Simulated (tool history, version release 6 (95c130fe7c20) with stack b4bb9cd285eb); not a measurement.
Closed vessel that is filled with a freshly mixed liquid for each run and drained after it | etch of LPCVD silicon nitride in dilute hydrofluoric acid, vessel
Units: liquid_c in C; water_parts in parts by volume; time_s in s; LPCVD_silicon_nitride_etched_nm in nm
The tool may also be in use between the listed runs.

run  hour  liquid_c  water_parts  time_s  LPCVD_silicon_nitride_etched_nm
  1   0.0      24.0           50     165                           1.9506
  2   2.0      23.5           50     165                           1.8559
  3   3.7      22.5           50     165                           1.7763
  4   5.6      22.0           50     165                           1.7014
  5   9.5      20.0           50     165                           1.4952
  6  17.4      20.0           50     115                           1.0287
  7  20.2      20.5           50     115                           1.0502
  8  22.4      24.5           50     115                           1.4223

Forecast run 9:
  9  24.6      25.0           50     115                                ?

LPCVD_silicon_nitride_etched_nm: 1.4369 nm
